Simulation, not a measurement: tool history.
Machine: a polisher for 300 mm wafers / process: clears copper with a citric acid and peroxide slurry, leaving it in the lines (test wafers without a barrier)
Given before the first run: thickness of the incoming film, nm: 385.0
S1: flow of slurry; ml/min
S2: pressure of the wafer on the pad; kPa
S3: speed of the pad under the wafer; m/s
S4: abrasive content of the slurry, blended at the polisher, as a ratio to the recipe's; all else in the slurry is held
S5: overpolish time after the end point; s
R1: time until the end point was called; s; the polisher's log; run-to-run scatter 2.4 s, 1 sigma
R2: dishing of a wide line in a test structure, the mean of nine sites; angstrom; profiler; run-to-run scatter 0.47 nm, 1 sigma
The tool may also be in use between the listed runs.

| run | hour | S1 | S2 | S3 | S4 | S5 | R1 | R2 |
|---|---|---|---|---|---|---|---|---|
| 1 | 0 | 160 | 20.7 | 1.38 | 1 | 20 | 150.97 | 307.9 |
| 2 | 3.7 | 160 | 24.1 | 1.38 | 1 | 20 | 131.95 | 340.17 |
| 3 | 9.1 | 160 | 26.2 | 1.38 | 1 | 20 | 126.52 | 359.01 |
| 4 | 16 | 160 | 24.1 | 1.36 | 1 | 21 | 134.19 | 355.22 |
| 5 | 21.9 | 160 | 22.8 | 1.34 | 1 | 22 | 141.6 | 353.52 |
| 6 | 24.7 | 160 | 22.8 | 1.34 | 1.15 | 22 | 139.01 | 342.78 |
| 7 | 30.9 | 155 | 21.4 | 1.34 | 1.15 | 23 | 146.97 | 348.51 |

Forecast run 8:
| 8 | 38.6 | 150 | 20 | 1.34 | 1.15 | 23 | ? | ? |

R1: 154.93 s
R2: 332.49 angstrom

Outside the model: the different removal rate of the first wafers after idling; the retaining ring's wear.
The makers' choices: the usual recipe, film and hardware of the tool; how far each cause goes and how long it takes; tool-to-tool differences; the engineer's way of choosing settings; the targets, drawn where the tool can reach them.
